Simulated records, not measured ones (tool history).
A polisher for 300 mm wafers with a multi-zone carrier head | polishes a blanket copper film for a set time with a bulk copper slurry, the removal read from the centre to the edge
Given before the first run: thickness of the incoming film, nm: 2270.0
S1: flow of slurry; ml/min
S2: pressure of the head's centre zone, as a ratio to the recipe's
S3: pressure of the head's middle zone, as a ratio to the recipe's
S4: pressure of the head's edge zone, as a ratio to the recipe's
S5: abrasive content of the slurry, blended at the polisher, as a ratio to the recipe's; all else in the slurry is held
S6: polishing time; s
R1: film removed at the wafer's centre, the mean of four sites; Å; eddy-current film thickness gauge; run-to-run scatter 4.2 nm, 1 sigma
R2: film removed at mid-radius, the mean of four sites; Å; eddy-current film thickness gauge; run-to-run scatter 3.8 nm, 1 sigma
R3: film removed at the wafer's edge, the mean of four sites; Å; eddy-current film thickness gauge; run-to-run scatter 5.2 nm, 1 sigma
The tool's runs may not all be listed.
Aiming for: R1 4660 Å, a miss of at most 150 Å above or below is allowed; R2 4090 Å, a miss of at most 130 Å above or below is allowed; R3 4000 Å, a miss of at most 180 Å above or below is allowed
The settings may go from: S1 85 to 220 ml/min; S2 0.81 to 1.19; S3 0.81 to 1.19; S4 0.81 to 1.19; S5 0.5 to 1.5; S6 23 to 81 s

| run | hour | S1 | S2 | S3 | S4 | S5 | S6 | R1 | R2 | R3 |
|---|---|---|---|---|---|---|---|---|---|---|
| 1 | 0 | 140 | 1 | 1 | 1 | 1 | 52 | 5884.2 | 5973.9 | 5920.5 |
| 2 | 7.5 | 140 | 1.06 | 1 | 1 | 1 | 52 | 6369 | 6028.9 | 5941.9 |
| 3 | 13.4 | 140 | 0.98 | 1 | 1 | 1 | 52 | 5734 | 6009 | 5980.5 |
| 4 | 15.8 | 135 | 1.01 | 0.98 | 0.95 | 0.85 | 49 | 5389.2 | 5275.2 | 5229.3 |
| 5 | 17.8 | 135 | 1.01 | 0.98 | 0.89 | 0.85 | 49 | 5374.4 | 5229.7 | 5171.1 |
| 6 | 18.7 | 135 | 1.01 | 0.98 | 0.89 | 0.85 | 42 | 4624.4 | 4510.8 | 4391.9 |
| 7 | 26.4 | 130 | 1.03 | 0.97 | 0.87 | 0.8 | 42 | 4585.1 | 4299.3 | 4301.7 |
| 8 | 28.5 | 130 | 1.05 | 0.98 | 0.85 | 0.75 | 42 | 4630.5 | 4254.5 | 4066.4 |

4 next moves are on the table. One of them brings every result within its allowed miss. Which?
| A | 30.6 | 110 | 1.06 | 0.91 | 0.87 | 0.65 | 50 | ? | ? | ? |
| B | 30.6 | 120 | 1.09 | 0.93 | 0.84 | 1.05 | 41 | ? | ? | ? |
| C | 30.6 | 120 | 0.98 | 0.97 | 0.86 | 0.85 | 43 | ? | ? | ? |
| D | 30.6 | 140 | 1.07 | 0.93 | 0.84 | 0.7 | 42 | ? | ? | ? |

| move | R1 | R2 | R3 |
|---|---|---|---|
| A | 5021 | 4425.4 | 4583.3 |
| B | 4999.4 | 4346.8 | 4321.8 |
| C | 4440 | 4448.8 | 4312.3 |
| D | 4655.8 | 4104.6 | 4037.8 |
A: misses by more than the last run did
B: misses by more than the last run did
C: misses by more than the last run did
D: every result within its allowed miss
D is the move that brings every result within its allowed miss.
